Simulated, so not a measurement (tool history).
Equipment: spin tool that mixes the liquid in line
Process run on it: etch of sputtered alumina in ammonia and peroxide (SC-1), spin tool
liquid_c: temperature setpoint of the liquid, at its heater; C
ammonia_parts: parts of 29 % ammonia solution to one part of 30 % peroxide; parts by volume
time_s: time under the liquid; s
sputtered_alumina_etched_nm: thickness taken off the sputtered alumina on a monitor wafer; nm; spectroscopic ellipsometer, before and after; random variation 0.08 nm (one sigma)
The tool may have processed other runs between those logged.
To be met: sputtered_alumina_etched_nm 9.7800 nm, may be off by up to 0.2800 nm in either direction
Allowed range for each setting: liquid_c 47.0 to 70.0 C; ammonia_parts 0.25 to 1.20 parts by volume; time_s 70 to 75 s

{"run": 1, "day": 0.0, "liquid_c": 63.0, "ammonia_parts": 0.95, "time_s": 70, "sputtered_alumina_etched_nm": 7.4892}
{"run": 2, "day": 0.142, "liquid_c": 63.0, "ammonia_parts": 0.95, "time_s": 70, "sputtered_alumina_etched_nm": 7.352}
{"run": 3, "day": 0.258, "liquid_c": 64.0, "ammonia_parts": 0.95, "time_s": 70, "sputtered_alumina_etched_nm": 7.8045}
{"run": 4, "day": 0.362, "liquid_c": 65.0, "ammonia_parts": 0.95, "time_s": 70, "sputtered_alumina_etched_nm": 8.2369}
{"run": 5, "day": 0.554, "liquid_c": 58.0, "ammonia_parts": 0.95, "time_s": 70, "sputtered_alumina_etched_nm": 5.6815}
{"run": 6, "day": 0.612, "liquid_c": 58.0, "ammonia_parts": 0.95, "time_s": 70, "sputtered_alumina_etched_nm": 5.8022}
{"run": 7, "day": 0.775, "liquid_c": 58.0, "ammonia_parts": 0.95, "time_s": 70, "sputtered_alumina_etched_nm": 5.6715}
{"run": 8, "day": 1.108, "liquid_c": 60.0, "ammonia_parts": 0.95, "time_s": 70, "sputtered_alumina_etched_nm": 6.3309}

Consider the 5 candidate settings below. Which is the only one whose results all fall within their allowed miss of target?
{"run": "A", "day": 1.442, "liquid_c": 66.0, "ammonia_parts": 0.8, "time_s": 75, "sputtered_alumina_etched_nm": "?"}
{"run": "B", "day": 1.442, "liquid_c": 49.0, "ammonia_parts": 1.2, "time_s": 70, "sputtered_alumina_etched_nm": "?"}
{"run": "C", "day": 1.442, "liquid_c": 65.0, "ammonia_parts": 1.05, "time_s": 75, "sputtered_alumina_etched_nm": "?"}
{"run": "D", "day": 1.442, "liquid_c": 68.5, "ammonia_parts": 1.1, "time_s": 70, "sputtered_alumina_etched_nm": "?"}
{"run": "E", "day": 1.442, "liquid_c": 51.0, "ammonia_parts": 0.8, "time_s": 70, "sputtered_alumina_etched_nm": "?"}

move=A sputtered_alumina_etched_nm=9.1284
move=B sputtered_alumina_etched_nm=3.6426
move=C sputtered_alumina_etched_nm=8.9142
move=D sputtered_alumina_etched_nm=9.9214
move=E sputtered_alumina_etched_nm=3.9118
A: closes in on the targets versus the last run, not all within tolerance yet
B: its largest miss is bigger than the last run's
C: closes in on the targets versus the last run, not all within tolerance yet
D: hits every target within its allowed miss
E: its largest miss is bigger than the last run's
The right move is D.
